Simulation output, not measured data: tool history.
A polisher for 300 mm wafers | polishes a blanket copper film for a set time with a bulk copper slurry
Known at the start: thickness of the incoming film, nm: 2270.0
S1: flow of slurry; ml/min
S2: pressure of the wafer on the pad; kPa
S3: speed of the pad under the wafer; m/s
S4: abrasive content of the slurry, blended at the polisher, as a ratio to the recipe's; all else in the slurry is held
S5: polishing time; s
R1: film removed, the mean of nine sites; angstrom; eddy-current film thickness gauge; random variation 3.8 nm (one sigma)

run	hour	S1	S2	S3	S4	S5	R1
1	0	125	23.4	1.04	1	45	4377.2
2	2.9	125	23.4	1.04	1	45	4388.8
3	5.2	125	23.4	1.24	1	45	5379.4
4	11.9	125	23.4	1.24	1.15	45	5463.1
5	14	125	23.4	1	1.15	45	4396.4
6	14.9	125	20	1	1.15	45	3719.4
7	23.5	125	19.3	1	1.15	45	3528.5
8	26.6	125	18.6	1	1.15	45	3573.6
9	32.5	125	17.9	1	1.15	45	3353.7
10	34.2	125	17.2	1	1.15	45	3301

Run 11 comes next. What will it give?
11	36.7	125	16.5	1	1.15	45	?

{"run 11": {"R1": 3146}}

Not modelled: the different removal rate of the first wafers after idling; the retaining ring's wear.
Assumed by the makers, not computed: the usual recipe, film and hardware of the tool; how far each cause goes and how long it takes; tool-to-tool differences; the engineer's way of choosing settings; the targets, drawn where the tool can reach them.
